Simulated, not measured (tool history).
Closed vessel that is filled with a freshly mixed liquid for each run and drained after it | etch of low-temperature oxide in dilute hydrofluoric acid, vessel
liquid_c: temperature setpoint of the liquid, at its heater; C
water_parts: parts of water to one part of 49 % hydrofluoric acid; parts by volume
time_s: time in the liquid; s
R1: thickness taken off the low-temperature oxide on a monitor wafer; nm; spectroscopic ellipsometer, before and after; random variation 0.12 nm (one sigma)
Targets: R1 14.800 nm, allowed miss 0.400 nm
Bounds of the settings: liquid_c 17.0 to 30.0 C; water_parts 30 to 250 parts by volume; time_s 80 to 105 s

run 1 day=0.000 | liquid_c=22.0 water_parts=140 time_s=105 | R1=12.561
run 2 day=0.179 | liquid_c=23.5 water_parts=140 time_s=105 | R1=13.282
run 3 day=0.433 | liquid_c=20.5 water_parts=140 time_s=105 | R1=11.806
run 4 day=0.562 | liquid_c=22.0 water_parts=140 time_s=105 | R1=12.495
run 5 day=0.633 | liquid_c=22.0 water_parts=140 time_s=105 | R1=12.668
run 6 day=0.871 | liquid_c=23.0 water_parts=140 time_s=105 | R1=13.038
run 7 day=1.162 | liquid_c=24.0 water_parts=140 time_s=105 | R1=13.756
run 8 day=1.388 | liquid_c=24.5 water_parts=140 time_s=105 | R1=14.010
run 9 day=1.604 | liquid_c=25.0 water_parts=140 time_s=105 | R1=14.210

Which of these 4 next moves meets every target?
run A day=1.821 | liquid_c=24.5 water_parts=120 time_s=90 | R1=?
run B day=1.821 | liquid_c=26.0 water_parts=140 time_s=105 | R1=?
run C day=1.821 | liquid_c=23.0 water_parts=140 time_s=105 | R1=?
run D day=1.821 | liquid_c=24.0 water_parts=125 time_s=95 | R1=?

move=A R1=14.335
move=B R1=14.819
move=C R1=13.211
move=D R1=14.161
A: nearer than the last run, and not there yet
B: meets every target
C: further off than the last run
D: further off than the last run
Answer: B
